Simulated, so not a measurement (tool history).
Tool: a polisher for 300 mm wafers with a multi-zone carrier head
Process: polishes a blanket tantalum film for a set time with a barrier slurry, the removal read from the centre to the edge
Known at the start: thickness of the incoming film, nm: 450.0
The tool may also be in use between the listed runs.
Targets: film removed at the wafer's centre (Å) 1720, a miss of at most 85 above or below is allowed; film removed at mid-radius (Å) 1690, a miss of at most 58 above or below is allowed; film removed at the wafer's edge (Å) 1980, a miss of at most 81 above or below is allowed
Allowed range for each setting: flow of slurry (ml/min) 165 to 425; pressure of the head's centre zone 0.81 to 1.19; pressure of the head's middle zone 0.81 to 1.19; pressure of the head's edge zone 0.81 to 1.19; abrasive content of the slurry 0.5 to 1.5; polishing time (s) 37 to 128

run,hour,flow of slurry (ml/min),pressure of the head's centre zone,pressure of the head's middle zone,pressure of the head's edge zone,abrasive content of the slurry,polishing time (s),film removed at the wafer's centre (Å),film removed at mid-radius (Å),film removed at the wafer's edge (Å)
1,0,275,1,1,1,1,82,1166.7,1145.2,1179.3
2,5,275,1,1,1,0.85,82,1091.3,1117,1116.3
3,8.3,275,1,1,1,0.85,65,859.03,873.23,883.87
4,12.9,275,1,1,0.93,0.85,65,851.82,870.99,866.38
5,20.7,275,1,1,0.93,0.65,65,813.89,807.42,791.4
6,26.2,275,1,0.99,0.96,0.8,71,940.21,945.18,942.69
7,27,280,0.99,0.97,0.98,0.9,76,1031,993.56,1043.6
8,30.1,280,0.98,0.97,1,1,81,1092.9,1128.7,1162.9
9,34.4,280,0.98,0.95,1.02,1.1,85,1158.5,1168.2,1248.9
10,39.8,275,0.98,0.94,1.04,1.15,89,1258.2,1239.4,1312.2
11,43.6,295,0.97,0.92,1.06,1.2,92,1358.4,1284.2,1396.1
12,44.9,280,0.96,0.91,1.07,1.25,96,1319.1,1332.6,1469.5
13,48.4,345,1.04,0.89,1.17,1.5,113,1842,1615.8,1891.6
14,50,345,1.03,0.89,1.17,1.5,113,1857,1612.6,1936.8
# hour 53.1: worn pad replaced by a new one
15,53.1,345,1.02,0.9,1.17,1.5,113,2010.9,1792,2164
16,62.1,325,1.01,0.9,1.16,1.5,113,2013.8,1849.7,2102.9
17,70.1,325,1.01,0.9,1.16,1.5,113,1938.7,1814,2182.4

Next run, 5 choices. One meets every target within its allowed miss, the rest don't. Which?
A,78.1,235,0.97,0.93,1.19,1.1,112,?,?,?
B,78.1,355,1.07,1.02,1.06,1.4,112,?,?,?
C,78.1,245,0.93,0.96,1.09,1.45,109,?,?,?
D,78.1,310,1.1,0.97,0.95,1.4,112,?,?,?
E,78.1,360,1,1.06,1.13,1.1,103,?,?,?

move,film removed at the wafer's centre (Å),film removed at mid-radius (Å),film removed at the wafer's edge (Å)
A,1719.8,1679.8,1977.4
B,2101.9,1998.4,2046.6
C,1714.5,1793.5,1974.2
D,2131.6,1892.3,1940.2
E,1714.6,1802.9,1834.7
A: in spec on every target
B: the biggest miss grows against the last run
C: puts the biggest miss on target and leaves a different result outside tolerance
D: the biggest miss grows against the last run
E: puts the biggest miss on target and leaves a different result outside tolerance
Correct choice: A, which meets every target
